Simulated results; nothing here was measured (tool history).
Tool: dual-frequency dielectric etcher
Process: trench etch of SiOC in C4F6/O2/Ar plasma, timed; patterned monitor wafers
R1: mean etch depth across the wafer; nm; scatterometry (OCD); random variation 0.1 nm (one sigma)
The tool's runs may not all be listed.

{"run": 1, "hour": 0.0, "source power (kW)": 0.28, "bias power (kW)": 0.219, "etch time (s)": 21, "R1": 43.508}
{"run": 2, "hour": 3.9, "source power (kW)": 0.28, "bias power (kW)": 0.233, "etch time (s)": 21, "R1": 44.221}
{"run": 3, "hour": 4.8, "source power (kW)": 0.24, "bias power (kW)": 0.233, "etch time (s)": 21, "R1": 41.531}
{"run": 4, "hour": 5.6, "source power (kW)": 0.28, "bias power (kW)": 0.237, "etch time (s)": 21, "R1": 44.283}
{"run": 5, "hour": 7.9, "source power (kW)": 0.28, "bias power (kW)": 0.237, "etch time (s)": 21, "R1": 44.316}
{"hour": 8.9, "done": "bias power generator calibrated"}
{"run": 6, "hour": 8.9, "source power (kW)": 0.23, "bias power (kW)": 0.237, "etch time (s)": 21, "R1": 40.652}
{"run": 7, "hour": 10.0, "source power (kW)": 0.27, "bias power (kW)": 0.242, "etch time (s)": 21, "R1": 43.48}

Forecast run 8:
{"run": 8, "hour": 11.2, "source power (kW)": 0.33, "bias power (kW)": 0.255, "etch time (s)": 21, "R1": "?"}

R1: 47.887 nm

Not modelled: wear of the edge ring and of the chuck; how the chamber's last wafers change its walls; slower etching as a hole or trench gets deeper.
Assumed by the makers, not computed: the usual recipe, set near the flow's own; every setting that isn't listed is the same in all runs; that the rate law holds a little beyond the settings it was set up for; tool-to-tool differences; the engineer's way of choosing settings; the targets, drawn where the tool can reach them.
